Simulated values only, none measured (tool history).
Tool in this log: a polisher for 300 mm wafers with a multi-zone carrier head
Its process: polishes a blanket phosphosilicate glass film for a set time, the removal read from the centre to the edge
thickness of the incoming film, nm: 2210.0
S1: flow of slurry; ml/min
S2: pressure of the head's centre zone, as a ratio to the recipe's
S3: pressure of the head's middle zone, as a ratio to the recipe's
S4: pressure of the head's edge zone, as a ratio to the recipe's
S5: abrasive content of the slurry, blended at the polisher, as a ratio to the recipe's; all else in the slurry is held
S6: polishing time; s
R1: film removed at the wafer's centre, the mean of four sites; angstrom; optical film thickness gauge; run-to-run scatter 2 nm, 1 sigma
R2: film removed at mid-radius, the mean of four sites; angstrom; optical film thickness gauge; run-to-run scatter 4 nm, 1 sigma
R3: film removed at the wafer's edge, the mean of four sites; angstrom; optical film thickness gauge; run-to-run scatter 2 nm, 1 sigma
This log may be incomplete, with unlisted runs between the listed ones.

{"run": 1, "hour": 0.0, "S1": 280, "S2": 1, "S3": 1, "S4": 1, "S5": 1, "S6": 34, "R1": 3159.8, "R2": 3093.4, "R3": 3114.7}
{"run": 2, "hour": 7.6, "S1": 280, "S2": 1, "S3": 1.04, "S4": 1, "S5": 1, "S6": 34, "R1": 3175.2, "R2": 3253, "R3": 3148.3}
{"run": 3, "hour": 14.4, "S1": 270, "S2": 0.98, "S3": 1.03, "S4": 0.97, "S5": 1, "S6": 34, "R1": 3087.3, "R2": 3208, "R3": 3058.8}
{"run": 4, "hour": 21.2, "S1": 270, "S2": 0.98, "S3": 1.03, "S4": 0.97, "S5": 1, "S6": 39, "R1": 3556.6, "R2": 3663.1, "R3": 3576.8}
{"run": 5, "hour": 21.8, "S1": 270, "S2": 0.96, "S3": 1.01, "S4": 0.94, "S5": 0.95, "S6": 39, "R1": 3388.7, "R2": 3575.6, "R3": 3373.9}
{"run": 6, "hour": 30.1, "S1": 260, "S2": 0.93, "S3": 0.97, "S4": 0.92, "S5": 0.9, "S6": 39, "R1": 3234.6, "R2": 3199, "R3": 3268.7}
{"run": 7, "hour": 31.4, "S1": 260, "S2": 0.91, "S3": 0.97, "S4": 0.9, "S5": 0.85, "S6": 39, "R1": 3046.2, "R2": 3209, "R3": 3144.6}
{"run": 8, "hour": 36.2, "S1": 255, "S2": 0.9, "S3": 0.96, "S4": 0.88, "S5": 0.8, "S6": 39, "R1": 2915.8, "R2": 2984.6, "R3": 2952.6}

Run 9 comes next. What will it give?
{"run": 9, "hour": 40.7, "S1": 245, "S2": 0.89, "S3": 0.96, "S4": 0.87, "S5": 0.8, "S6": 39, "R1": "?", "R2": "?", "R3": "?"}

Run 9 came out at R1 2912 angstrom, R2 3013 angstrom, R3 2943 angstrom.
